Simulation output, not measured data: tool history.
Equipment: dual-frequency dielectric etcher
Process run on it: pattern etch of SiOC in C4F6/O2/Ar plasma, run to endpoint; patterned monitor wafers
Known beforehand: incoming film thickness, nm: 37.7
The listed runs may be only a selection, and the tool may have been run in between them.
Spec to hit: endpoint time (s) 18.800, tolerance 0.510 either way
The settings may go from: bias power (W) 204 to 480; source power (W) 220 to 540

{"run": 1, "hour": 0.0, "bias power (W)": 342, "source power (W)": 380, "endpoint time (s)": 16.811}
{"run": 2, "hour": 8.8, "bias power (W)": 375, "source power (W)": 380, "endpoint time (s)": 16.463}
{"run": 3, "hour": 11.3, "bias power (W)": 352, "source power (W)": 360, "endpoint time (s)": 16.966}
{"run": 4, "hour": 15.1, "bias power (W)": 352, "source power (W)": 300, "endpoint time (s)": 18.119}
{"run": 5, "hour": 23.0, "bias power (W)": 352, "source power (W)": 340, "endpoint time (s)": 17.141}
{"run": 6, "hour": 31.6, "bias power (W)": 352, "source power (W)": 300, "endpoint time (s)": 18.19}
{"run": 7, "hour": 36.4, "bias power (W)": 346, "source power (W)": 300, "endpoint time (s)": 18.154}
{"run": 8, "hour": 39.5, "bias power (W)": 340, "source power (W)": 300, "endpoint time (s)": 18.085}

Which of these 5 next moves meets every target?
{"run": "A", "hour": 42.6, "bias power (W)": 360, "source power (W)": 350, "endpoint time (s)": "?"}
{"run": "B", "hour": 42.6, "bias power (W)": 367, "source power (W)": 320, "endpoint time (s)": "?"}
{"run": "C", "hour": 42.6, "bias power (W)": 357, "source power (W)": 310, "endpoint time (s)": "?"}
{"run": "D", "hour": 42.6, "bias power (W)": 380, "source power (W)": 360, "endpoint time (s)": "?"}
{"run": "E", "hour": 42.6, "bias power (W)": 395, "source power (W)": 240, "endpoint time (s)": "?"}

move=A endpoint_time_(s)=17.018
move=B endpoint_time_(s)=17.421
move=C endpoint_time_(s)=17.717
move=D endpoint_time_(s)=16.638
move=E endpoint_time_(s)=18.655
A: lands further from the targets than the last run did
B: lands further from the targets than the last run did
C: lands further from the targets than the last run did
D: lands further from the targets than the last run did
E: every result lands within tolerance
Move E is the one to make.
